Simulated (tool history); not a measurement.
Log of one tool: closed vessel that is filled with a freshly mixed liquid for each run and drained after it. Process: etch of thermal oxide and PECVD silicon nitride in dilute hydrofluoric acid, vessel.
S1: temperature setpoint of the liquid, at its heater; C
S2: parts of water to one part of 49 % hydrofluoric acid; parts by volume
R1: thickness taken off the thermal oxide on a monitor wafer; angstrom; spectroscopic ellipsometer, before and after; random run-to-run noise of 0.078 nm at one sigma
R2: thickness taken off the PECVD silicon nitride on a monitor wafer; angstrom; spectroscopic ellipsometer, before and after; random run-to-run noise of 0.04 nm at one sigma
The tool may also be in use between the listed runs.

run 1 hour=0 | S1=23 S2=195 time_in_the_liquid_(s)=335 | R1=78.495 R2=57.679
run 2 hour=7.2 | S1=23 S2=135 time_in_the_liquid_(s)=335 | R1=118.07 R2=83.355
run 3 hour=9.2 | S1=23 S2=150 time_in_the_liquid_(s)=340 | R1=107.13 R2=76.387
run 4 hour=10.3 | S1=23 S2=190 time_in_the_liquid_(s)=340 | R1=81.96 R2=60.706
run 5 hour=18.9 | S1=23 S2=185 time_in_the_liquid_(s)=335 | R1=82.911 R2=61.481
-- hour=26.5 hydrofluoric acid flow meter replaced
run 6 hour=26.5 | S1=23 S2=180 time_in_the_liquid_(s)=330 | R1=76.326 R2=57.387
run 7 hour=31.7 | S1=23 S2=170 time_in_the_liquid_(s)=330 | R1=81.674 R2=60.252

Estimate the outcome of run 8 from the log above:
run 8 hour=33.6 | S1=23 S2=165 time_in_the_liquid_(s)=330 | R1=? R2=?

Run 8 gave R1 84.815 angstrom, R2 61.819 angstrom.
